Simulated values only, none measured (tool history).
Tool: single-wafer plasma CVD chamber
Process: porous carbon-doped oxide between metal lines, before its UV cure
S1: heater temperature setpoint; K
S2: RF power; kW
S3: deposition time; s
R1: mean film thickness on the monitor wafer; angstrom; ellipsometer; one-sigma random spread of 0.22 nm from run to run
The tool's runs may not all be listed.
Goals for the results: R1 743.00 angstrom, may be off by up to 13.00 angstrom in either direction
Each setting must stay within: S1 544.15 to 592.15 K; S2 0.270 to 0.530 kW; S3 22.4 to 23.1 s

run 1 hour=0.0 | S1=568.15 S2=0.400 S3=22.4 | R1=1000.90
run 2 hour=0.6 | S1=575.15 S2=0.375 S3=22.4 | R1=908.47
run 3 hour=4.0 | S1=575.15 S2=0.330 S3=22.4 | R1=836.24
run 4 hour=5.3 | S1=565.15 S2=0.330 S3=22.4 | R1=897.52
run 5 hour=6.3 | S1=565.15 S2=0.290 S3=22.4 | R1=817.90
run 6 hour=7.7 | S1=569.15 S2=0.290 S3=22.4 | R1=795.90
run 7 hour=9.3 | S1=572.15 S2=0.290 S3=22.4 | R1=782.97
run 8 hour=10.5 | S1=574.15 S2=0.290 S3=22.4 | R1=772.72

Pick the move, out of 5, that brings all results within their allowed miss; only one does.
run A hour=11.7 | S1=574.15 S2=0.285 S3=22.6 | R1=?
run B hour=11.7 | S1=579.15 S2=0.315 S3=23.1 | R1=?
run C hour=11.7 | S1=592.15 S2=0.325 S3=22.4 | R1=?
run D hour=11.7 | S1=575.15 S2=0.295 S3=22.6 | R1=?
run E hour=11.7 | S1=579.15 S2=0.305 S3=22.5 | R1=?

move=A R1=767.93
move=B R1=813.04
move=C R1=746.12
move=D R1=781.25
move=E R1=775.74
A: nearer than the last run, and not there yet
B: its largest miss is bigger than the last run's
C: all results in spec
D: its largest miss is bigger than the last run's
E: its largest miss is bigger than the last run's
Go with C: it meets all targets.
